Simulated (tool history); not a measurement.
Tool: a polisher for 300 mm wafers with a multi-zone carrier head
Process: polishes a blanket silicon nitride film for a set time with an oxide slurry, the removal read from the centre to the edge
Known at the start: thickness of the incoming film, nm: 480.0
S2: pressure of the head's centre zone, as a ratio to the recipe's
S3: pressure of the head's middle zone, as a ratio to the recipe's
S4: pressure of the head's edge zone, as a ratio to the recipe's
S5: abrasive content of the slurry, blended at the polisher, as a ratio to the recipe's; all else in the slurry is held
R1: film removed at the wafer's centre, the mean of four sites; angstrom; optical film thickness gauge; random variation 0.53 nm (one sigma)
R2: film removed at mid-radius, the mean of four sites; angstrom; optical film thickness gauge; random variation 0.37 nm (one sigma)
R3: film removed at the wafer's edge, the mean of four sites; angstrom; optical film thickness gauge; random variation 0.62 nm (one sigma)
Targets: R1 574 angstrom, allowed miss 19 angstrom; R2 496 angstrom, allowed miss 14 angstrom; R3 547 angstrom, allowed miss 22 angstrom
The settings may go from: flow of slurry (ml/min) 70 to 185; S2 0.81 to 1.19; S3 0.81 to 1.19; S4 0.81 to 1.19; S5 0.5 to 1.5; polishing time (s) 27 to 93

run 1 day=0 | flow_of_slurry_(ml/min)=120 S2=1 S3=1 S4=1 S5=1 polishing_time_(s)=59 | R1=354.01 R2=355.68 R3=351.72
run 2 day=0.312 | flow_of_slurry_(ml/min)=125 S2=1.02 S3=0.99 S4=1.03 S5=1.1 polishing_time_(s)=60 | R1=379.58 R2=371.63 R3=377.54
run 3 day=0.542 | flow_of_slurry_(ml/min)=130 S2=1.04 S3=0.99 S4=1.05 S5=1.2 polishing_time_(s)=62 | R1=412.95 R2=400.36 R3=402.51
run 4 day=0.862 | flow_of_slurry_(ml/min)=130 S2=1.05 S3=0.97 S4=1.07 S5=1.25 polishing_time_(s)=64 | R1=439.56 R2=409.5 R3=426.92
run 5 day=1.025 | flow_of_slurry_(ml/min)=130 S2=1.05 S3=0.94 S4=1.07 S5=1.25 polishing_time_(s)=64 | R1=441.52 R2=402.12 R3=436.61
run 6 day=1.296 | flow_of_slurry_(ml/min)=130 S2=1.05 S3=0.94 S4=1.11 S5=1.25 polishing_time_(s)=64 | R1=438.38 R2=405.24 R3=438.53
run 7 day=1.404 | flow_of_slurry_(ml/min)=135 S2=1.06 S3=0.94 S4=1.12 S5=1.3 polishing_time_(s)=65 | R1=456.24 R2=419.65 R3=447.97
run 8 day=1.521 | flow_of_slurry_(ml/min)=135 S2=1.07 S3=0.93 S4=1.12 S5=1.35 polishing_time_(s)=67 | R1=486.25 R2=433.6 R3=464.04
run 9 day=1.808 | flow_of_slurry_(ml/min)=140 S2=1.07 S3=0.92 S4=1.13 S5=1.4 polishing_time_(s)=68 | R1=506.79 R2=444.69 R3=488.9
run 10 day=1.879 | flow_of_slurry_(ml/min)=145 S2=1.07 S3=0.92 S4=1.14 S5=1.4 polishing_time_(s)=69 | R1=509.67 R2=456.54 R3=502.43
run 11 day=2.233 | flow_of_slurry_(ml/min)=150 S2=1.08 S3=0.92 S4=1.14 S5=1.4 polishing_time_(s)=69 | R1=527.44 R2=454.71 R3=510.74
run 12 day=2.308 | flow_of_slurry_(ml/min)=155 S2=1.08 S3=0.93 S4=1.14 S5=1.4 polishing_time_(s)=69 | R1=530.62 R2=465.88 R3=502.37
run 13 day=2.65 | flow_of_slurry_(ml/min)=160 S2=1.08 S3=0.92 S4=1.15 S5=1.45 polishing_time_(s)=70 | R1=537.77 R2=472.98 R3=519

Which of these 4 next moves meets every target?
run A day=2.992 | flow_of_slurry_(ml/min)=175 S2=1.04 S3=1 S4=1.19 S5=1.3 polishing_time_(s)=73 | R1=? R2=? R3=?
run B day=2.992 | flow_of_slurry_(ml/min)=185 S2=1.13 S3=0.94 S4=1.19 S5=1.25 polishing_time_(s)=74 | R1=? R2=? R3=?
run C day=2.992 | flow_of_slurry_(ml/min)=165 S2=1.03 S3=0.88 S4=1.19 S5=1.35 polishing_time_(s)=70 | R1=? R2=? R3=?
run D day=2.992 | flow_of_slurry_(ml/min)=180 S2=1.03 S3=0.87 S4=1.12 S5=1.45 polishing_time_(s)=82 | R1=? R2=? R3=?

move=A R1=536.65 R2=521.12 R3=538.69
move=B R1=580.9 R2=498.64 R3=542.36
move=C R1=511.21 R2=450.72 R3=520.6
move=D R1=623.52 R2=543.7 R3=614.19
A: as far off as the last run
B: meets every target
C: further off than the last run
D: takes the result that was furthest off past its target
Move B is the one to make.
